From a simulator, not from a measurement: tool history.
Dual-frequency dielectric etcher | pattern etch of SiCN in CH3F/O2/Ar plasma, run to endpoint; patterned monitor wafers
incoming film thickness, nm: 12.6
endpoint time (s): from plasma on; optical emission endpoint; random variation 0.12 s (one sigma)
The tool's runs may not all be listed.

run 1 day=0 | source_power_(kW)=0.53 bias_power_(kW)=0.06 | endpoint_time_(s)=32.015
run 2 day=0.138 | source_power_(kW)=0.56 bias_power_(kW)=0.06 | endpoint_time_(s)=31.073
run 3 day=0.3 | source_power_(kW)=0.56 bias_power_(kW)=0.056 | endpoint_time_(s)=31.834
run 4 day=0.35 | source_power_(kW)=0.51 bias_power_(kW)=0.056 | endpoint_time_(s)=33.525
run 5 day=0.612 | source_power_(kW)=0.47 bias_power_(kW)=0.056 | endpoint_time_(s)=35.332
run 6 day=0.746 | source_power_(kW)=0.47 bias_power_(kW)=0.06 | endpoint_time_(s)=34.394
run 7 day=0.796 | source_power_(kW)=0.5 bias_power_(kW)=0.06 | endpoint_time_(s)=33.344

The next listed run, before its measurement:
run 8 day=0.904 | source_power_(kW)=0.52 bias_power_(kW)=0.06 | endpoint_time_(s)=?

Run 8 gave endpoint time (s) 32.231.
